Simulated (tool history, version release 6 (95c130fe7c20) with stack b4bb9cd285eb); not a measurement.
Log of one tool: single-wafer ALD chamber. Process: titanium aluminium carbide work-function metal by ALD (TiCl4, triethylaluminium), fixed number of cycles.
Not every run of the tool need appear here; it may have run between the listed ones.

run  hour  heater temperature setpoint (°C)  triethylaluminium pulse time (s)  mean film thickness on the monitor wafer (angstrom)
  1   0.0                               290                             13.98                                               18.771
  2   0.8                               284                             11.90                                               17.624
  3   9.7                               281                             11.65                                               17.330
  4  10.8                               285                             11.65                                               17.596
  5  14.3                               285                              7.70                                               13.540
  6  15.8                               284                              8.37                                               14.579
  7  19.5                               284                              8.84                                               15.232
  8  24.4                               283                              9.11                                               15.555
  9  27.0                               282                              9.16                                               15.475
 10  35.0                               280                              9.23                                               15.385
 11  39.6                               280                              9.47                                               15.715
 12  41.3                               287                             10.48                                               16.989
     43.3  -- triethylaluminium bottle replaced
 13  43.3                               286                             10.44                                               18.023
 14  46.5                               285                             10.43                                               17.872

For run 15, what comes out?
 15  50.9                               283                             10.40                                                    ?

mean film thickness on the monitor wafer (angstrom): 17.841

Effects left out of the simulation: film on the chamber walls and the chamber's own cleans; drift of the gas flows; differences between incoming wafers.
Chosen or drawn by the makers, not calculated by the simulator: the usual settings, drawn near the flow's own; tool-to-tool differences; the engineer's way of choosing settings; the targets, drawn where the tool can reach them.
